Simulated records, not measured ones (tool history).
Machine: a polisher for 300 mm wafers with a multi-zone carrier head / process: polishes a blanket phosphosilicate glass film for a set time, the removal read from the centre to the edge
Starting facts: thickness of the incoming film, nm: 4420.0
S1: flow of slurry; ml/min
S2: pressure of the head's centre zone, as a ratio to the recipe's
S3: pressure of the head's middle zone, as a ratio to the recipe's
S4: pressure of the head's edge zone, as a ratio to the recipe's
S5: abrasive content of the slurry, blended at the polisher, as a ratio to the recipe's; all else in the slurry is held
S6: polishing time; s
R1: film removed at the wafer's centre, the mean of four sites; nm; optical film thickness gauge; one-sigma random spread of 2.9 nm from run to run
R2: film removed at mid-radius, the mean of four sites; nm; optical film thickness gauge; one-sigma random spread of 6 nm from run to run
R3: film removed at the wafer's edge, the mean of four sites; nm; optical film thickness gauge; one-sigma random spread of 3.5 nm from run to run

run 1 hour=0 | S1=150 S2=1 S3=1 S4=1 S5=1 S6=54 | R1=551.8 R2=545.76 R3=540.44
run 2 hour=3.9 | S1=150 S2=1.02 S3=1 S4=0.95 S5=0.85 S6=53 | R1=518.81 R2=494.08 R3=498.12
run 3 hour=9.2 | S1=155 S2=1.05 S3=1.04 S4=0.91 S5=0.75 S6=50 | R1=482.26 R2=474.06 R3=442.48
run 4 hour=11.3 | S1=150 S2=1.08 S3=1.04 S4=0.88 S5=0.7 S6=50 | R1=483.44 R2=451.41 R3=424.25
run 5 hour=17.3 | S1=170 S2=1.08 S3=1.04 S4=0.88 S5=0.7 S6=50 | R1=495.59 R2=460.07 R3=431.34
run 6 hour=22.8 | S1=160 S2=1.09 S3=1.05 S4=0.86 S5=0.65 S6=50 | R1=487.54 R2=456.65 R3=406.14
run 7 hour=27.9 | S1=145 S2=1.09 S3=1.04 S4=0.85 S5=0.65 S6=50 | R1=477.03 R2=435.83 R3=401.12

Run 8 has not been measured yet. What should we expect?
run 8 hour=30 | S1=135 S2=1.09 S3=1.04 S4=0.84 S5=0.65 S6=50 | R1=? R2=? R3=?

R1: 475.88 nm
R2: 441.25 nm
R3: 395.35 nm

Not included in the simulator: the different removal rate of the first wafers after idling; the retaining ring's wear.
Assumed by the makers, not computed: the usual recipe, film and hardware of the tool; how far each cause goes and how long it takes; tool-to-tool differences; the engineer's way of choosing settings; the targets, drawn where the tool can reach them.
